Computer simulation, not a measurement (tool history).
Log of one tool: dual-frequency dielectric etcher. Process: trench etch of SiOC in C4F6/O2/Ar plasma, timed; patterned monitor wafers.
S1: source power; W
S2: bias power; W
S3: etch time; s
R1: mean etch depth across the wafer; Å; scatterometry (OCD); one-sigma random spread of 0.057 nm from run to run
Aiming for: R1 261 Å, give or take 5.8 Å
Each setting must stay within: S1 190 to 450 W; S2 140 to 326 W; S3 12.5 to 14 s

{"run": 1, "hour": 0.0, "S1": 320, "S2": 233, "S3": 14, "R1": 310.53}
{"run": 2, "hour": 7.5, "S1": 290, "S2": 224, "S3": 14, "R1": 295.08}
{"run": 3, "hour": 13.1, "S1": 260, "S2": 219, "S3": 14, "R1": 283.71}
{"run": 4, "hour": 18.9, "S1": 260, "S2": 203, "S3": 14, "R1": 275.77}
{"run": 5, "hour": 26.7, "S1": 260, "S2": 203, "S3": 12.5, "R1": 246.19}
{"run": 6, "hour": 32.0, "S1": 270, "S2": 205, "S3": 12.5, "R1": 250.58}
{"run": 7, "hour": 36.7, "S1": 270, "S2": 205, "S3": 12.5, "R1": 249.83}
{"run": 8, "hour": 44.3, "S1": 280, "S2": 207, "S3": 12.5, "R1": 254.22}

Next run, 4 choices. One meets every target within its allowed miss, the rest don't. Which?
{"run": "A", "hour": 51.9, "S1": 250, "S2": 205, "S3": 13.5, "R1": "?"}
{"run": "B", "hour": 51.9, "S1": 280, "S2": 185, "S3": 12.5, "R1": "?"}
{"run": "C", "hour": 51.9, "S1": 260, "S2": 187, "S3": 12.5, "R1": "?"}
{"run": "D", "hour": 51.9, "S1": 200, "S2": 218, "S3": 13, "R1": "?"}

move=A R1=262.49
move=B R1=244.62
move=C R1=239.28
move=D R1=239.43
A: each result inside its tolerance
B: lands further from the targets than the last run did
C: lands further from the targets than the last run did
D: lands further from the targets than the last run did
The move that meets every target is A.
